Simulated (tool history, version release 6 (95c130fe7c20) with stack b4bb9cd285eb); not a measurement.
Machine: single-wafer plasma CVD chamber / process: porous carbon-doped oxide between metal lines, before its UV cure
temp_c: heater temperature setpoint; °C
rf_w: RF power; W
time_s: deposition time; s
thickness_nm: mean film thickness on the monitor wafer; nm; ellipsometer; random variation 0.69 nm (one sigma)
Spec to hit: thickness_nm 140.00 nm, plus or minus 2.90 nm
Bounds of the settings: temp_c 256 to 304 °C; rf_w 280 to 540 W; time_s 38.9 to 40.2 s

run,hour,temp_c,rf_w,time_s,thickness_nm
1,0.0,280,410,38.9,191.83
2,1.5,287,410,38.9,182.79
3,5.9,296,410,38.9,172.83
4,7.9,297,395,38.9,165.01
# hour 14.6: thermocouple changed; heater temperature recalibrated
5,14.6,302,395,38.9,164.20
6,20.5,302,355,38.9,148.22
7,27.2,302,350,38.9,147.20
8,35.5,302,345,38.9,144.94

Which single option among these 5 for the next run brings every result within its allowed miss of target? Just one does.
A,43.8,303,350,39.4,?
B,43.8,304,365,38.9,?
C,43.8,297,340,39.0,?
D,43.8,303,335,39.0,?
E,43.8,304,360,38.9,?

move,thickness_nm
A,147.44
B,151.17
C,147.11
D,139.39
E,149.02
A: lands further from the targets than the last run did
B: lands further from the targets than the last run did
C: lands further from the targets than the last run did
D: all results land within tolerance of their targets
E: lands further from the targets than the last run did
D meets every target.

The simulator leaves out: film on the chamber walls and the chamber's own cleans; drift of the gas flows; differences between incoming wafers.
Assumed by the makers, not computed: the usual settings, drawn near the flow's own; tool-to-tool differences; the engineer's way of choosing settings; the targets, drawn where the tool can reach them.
